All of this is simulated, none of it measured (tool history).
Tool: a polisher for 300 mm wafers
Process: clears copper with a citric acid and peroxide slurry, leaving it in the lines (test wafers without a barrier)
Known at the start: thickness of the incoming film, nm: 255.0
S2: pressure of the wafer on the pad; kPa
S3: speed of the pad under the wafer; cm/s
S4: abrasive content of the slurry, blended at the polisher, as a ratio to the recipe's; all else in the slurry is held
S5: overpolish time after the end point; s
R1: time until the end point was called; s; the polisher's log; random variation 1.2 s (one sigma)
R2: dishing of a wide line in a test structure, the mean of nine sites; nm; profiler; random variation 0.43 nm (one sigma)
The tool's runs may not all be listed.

{"run": 1, "day": 0.0, "flow of slurry (ml/min)": 240, "S2": 26.9, "S3": 98, "S4": 1.0, "S5": 25, "R1": 74.162, "R2": 35.692}
{"run": 2, "day": 0.288, "flow of slurry (ml/min)": 240, "S2": 25.5, "S3": 102, "S4": 1.0, "S5": 22, "R1": 76.792, "R2": 33.898}
{"run": 3, "day": 0.55, "flow of slurry (ml/min)": 240, "S2": 25.5, "S3": 102, "S4": 0.8, "S5": 22, "R1": 83.614, "R2": 32.22}
{"run": 4, "day": 0.721, "flow of slurry (ml/min)": 185, "S2": 25.5, "S3": 102, "S4": 0.8, "S5": 22, "R1": 84.814, "R2": 30.595}
{"run": 5, "day": 0.829, "flow of slurry (ml/min)": 175, "S2": 26.9, "S3": 102, "S4": 0.75, "S5": 19, "R1": 81.531, "R2": 30.203}
{"run": 6, "day": 1.046, "flow of slurry (ml/min)": 175, "S2": 26.9, "S3": 114, "S4": 0.75, "S5": 19, "R1": 73.318, "R2": 30.398}
{"run": 7, "day": 1.246, "flow of slurry (ml/min)": 170, "S2": 25.5, "S3": 122, "S4": 0.7, "S5": 17, "R1": 72.777, "R2": 29.049}
{"run": 8, "day": 1.308, "flow of slurry (ml/min)": 165, "S2": 24.1, "S3": 128, "S4": 0.65, "S5": 15, "R1": 77.272, "R2": 25.172}

Forecast run 9:
{"run": 9, "day": 1.579, "flow of slurry (ml/min)": 160, "S2": 23.4, "S3": 132, "S4": 0.6, "S5": 14, "R1": "?", "R2": "?"}

Run 9 gave R1 81.495 s, R2 23.945 nm.
